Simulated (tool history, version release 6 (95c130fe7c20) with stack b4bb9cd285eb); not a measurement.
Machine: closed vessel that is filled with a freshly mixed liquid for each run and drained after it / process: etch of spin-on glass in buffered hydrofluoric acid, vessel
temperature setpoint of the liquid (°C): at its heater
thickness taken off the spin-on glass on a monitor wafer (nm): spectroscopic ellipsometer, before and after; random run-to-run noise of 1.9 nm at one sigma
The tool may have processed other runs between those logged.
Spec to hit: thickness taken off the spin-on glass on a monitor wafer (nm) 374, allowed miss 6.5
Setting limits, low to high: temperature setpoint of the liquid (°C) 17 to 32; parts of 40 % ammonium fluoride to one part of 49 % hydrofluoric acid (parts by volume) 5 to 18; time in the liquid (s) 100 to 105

run  hour  temperature setpoint of the liquid (°C)  parts of 40 % ammonium fluoride to one part of 49 % hydrofluoric acid (parts by volume)  time in the liquid (s)  thickness taken off the spin-on glass on a monitor wafer (nm)
  1     0                                       25                                                                                       11                     100                                                         469.81
  2   4.3                                     27.5                                                                                       11                     100                                                         531.16
  3  10.2                                     27.5                                                                                        8                     100                                                         717.04
  4  11.5                                     24.5                                                                                      8.5                     100                                                         570.41
  5  18.5                                     24.5                                                                                      8.5                     105                                                         600.86
  6  19.8                                       22                                                                                      8.5                     105                                                         522.35
  7  25.9                                     20.5                                                                                      8.5                     105                                                         477.27
  8  30.5                                     19.5                                                                                      8.5                     105                                                         455.57
  9  33.2                                     18.5                                                                                      8.5                     105                                                         429.22
 10  38.5                                       18                                                                                      8.5                     105                                                         414.54
 11  47.6                                     17.5                                                                                      8.5                     105                                                         408.73

Which one of the following 5 next-run settings gets every result inside its allowed miss? There is exactly one.
  A  56.7                                       17                                                                                      7.5                     100                                                              ?
  B  56.7                                     19.5                                                                                      9.5                     100                                                              ?
  C  56.7                                       17                                                                                      8.5                     100                                                              ?
  D  56.7                                     17.5                                                                                      8.5                     100                                                              ?
  E  56.7                                     17.5                                                                                        8                     105                                                              ?

move  thickness taken off the spin-on glass on a monitor wafer (nm)
   A                                                         435.76
   B                                                         397.58
   C                                                          380.5
   D                                                         391.38
   E                                                         438.87
A: lands further from the targets than the last run did
B: nearer the targets than the last run, but a result is still out of spec
C: all results land within tolerance of their targets
D: nearer the targets than the last run, but a result is still out of spec
E: lands further from the targets than the last run did
Correct choice: C, which meets every target
